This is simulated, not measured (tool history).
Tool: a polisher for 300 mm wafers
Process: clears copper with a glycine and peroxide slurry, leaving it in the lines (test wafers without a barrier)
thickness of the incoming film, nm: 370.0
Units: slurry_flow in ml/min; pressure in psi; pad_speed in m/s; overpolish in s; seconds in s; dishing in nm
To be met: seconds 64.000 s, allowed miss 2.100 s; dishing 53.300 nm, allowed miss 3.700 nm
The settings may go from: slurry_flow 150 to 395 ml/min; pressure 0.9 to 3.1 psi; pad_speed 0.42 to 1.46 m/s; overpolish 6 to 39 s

{"run": 1, "hour": 0.0, "slurry_flow": 250, "pressure": 2.0, "pad_speed": 0.94, "overpolish": 20, "seconds": 96.059, "dishing": 49.676}
{"run": 2, "hour": 3.6, "slurry_flow": 210, "pressure": 2.0, "pad_speed": 0.94, "overpolish": 20, "seconds": 97.945, "dishing": 47.216}
{"run": 3, "hour": 9.2, "slurry_flow": 210, "pressure": 2.0, "pad_speed": 1.1, "overpolish": 20, "seconds": 85.076, "dishing": 52.647}
{"run": 4, "hour": 15.7, "slurry_flow": 215, "pressure": 2.1, "pad_speed": 1.1, "overpolish": 19, "seconds": 81.946, "dishing": 53.878}
{"run": 5, "hour": 19.5, "slurry_flow": 220, "pressure": 2.2, "pad_speed": 1.1, "overpolish": 18, "seconds": 78.308, "dishing": 52.522}
{"run": 6, "hour": 25.7, "slurry_flow": 190, "pressure": 2.2, "pad_speed": 1.1, "overpolish": 18, "seconds": 80.318, "dishing": 50.567}
{"hour": 32.2, "done": "head pressure recalibrated"}
{"run": 7, "hour": 32.2, "slurry_flow": 200, "pressure": 2.3, "pad_speed": 1.1, "overpolish": 17, "seconds": 83.117, "dishing": 47.986}
{"run": 8, "hour": 35.5, "slurry_flow": 210, "pressure": 2.4, "pad_speed": 1.12, "overpolish": 16, "seconds": 79.117, "dishing": 46.692}
{"run": 9, "hour": 41.0, "slurry_flow": 210, "pressure": 2.5, "pad_speed": 1.14, "overpolish": 16, "seconds": 75.221, "dishing": 49.519}

Which of these 5 next moves meets every target?
{"run": "A", "hour": 46.5, "slurry_flow": 185, "pressure": 2.6, "pad_speed": 1.0, "overpolish": 15, "seconds": "?", "dishing": "?"}
{"run": "B", "hour": 46.5, "slurry_flow": 200, "pressure": 2.2, "pad_speed": 1.16, "overpolish": 18, "seconds": "?", "dishing": "?"}
{"run": "C", "hour": 46.5, "slurry_flow": 190, "pressure": 2.6, "pad_speed": 1.36, "overpolish": 15, "seconds": "?", "dishing": "?"}
{"run": "D", "hour": 46.5, "slurry_flow": 240, "pressure": 2.1, "pad_speed": 1.06, "overpolish": 16, "seconds": "?", "dishing": "?"}
{"run": "E", "hour": 46.5, "slurry_flow": 225, "pressure": 2.2, "pad_speed": 1.06, "overpolish": 25, "seconds": "?", "dishing": "?"}

move=A seconds=82.264 dishing=42.799
move=B seconds=82.997 dishing=48.601
move=C seconds=63.476 dishing=51.889
move=D seconds=91.295 dishing=41.161
move=E seconds=88.420 dishing=59.356
A: further off than the last run
B: further off than the last run
C: meets every target
D: further off than the last run
E: further off than the last run
Answer: C
